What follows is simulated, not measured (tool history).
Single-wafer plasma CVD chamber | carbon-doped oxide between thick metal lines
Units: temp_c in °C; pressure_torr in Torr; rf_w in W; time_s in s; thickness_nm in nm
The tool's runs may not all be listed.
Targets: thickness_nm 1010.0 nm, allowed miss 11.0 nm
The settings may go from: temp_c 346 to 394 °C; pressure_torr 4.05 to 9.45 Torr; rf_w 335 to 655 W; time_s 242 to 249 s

run,hour,temp_c,pressure_torr,rf_w,time_s,thickness_nm
1,0.0,370,6.75,495,242,1073.0
2,6.2,370,5.76,495,242,1058.0
3,13.8,374,5.46,495,242,1048.4
4,18.0,366,5.46,495,242,1064.6
5,26.8,373,5.46,495,242,1052.4
6,35.0,373,6.57,495,242,1065.8
7,41.2,376,6.13,490,242,1046.5
8,47.5,379,5.87,485,242,1028.6
9,54.1,381,5.75,485,242,1022.7

Which of these 5 next moves meets every target?
A,60.7,382,5.82,495,243,?
B,60.7,389,6.05,485,242,?
C,60.7,376,6.51,475,248,?
D,60.7,382,6.53,475,248,?
E,60.7,385,5.61,495,242,?

move,thickness_nm
A,1043.9
B,1012.0
C,1044.6
D,1034.0
E,1031.5
A: further off than the last run
B: meets every target
C: further off than the last run
D: further off than the last run
E: further off than the last run
Move B is the one to make.

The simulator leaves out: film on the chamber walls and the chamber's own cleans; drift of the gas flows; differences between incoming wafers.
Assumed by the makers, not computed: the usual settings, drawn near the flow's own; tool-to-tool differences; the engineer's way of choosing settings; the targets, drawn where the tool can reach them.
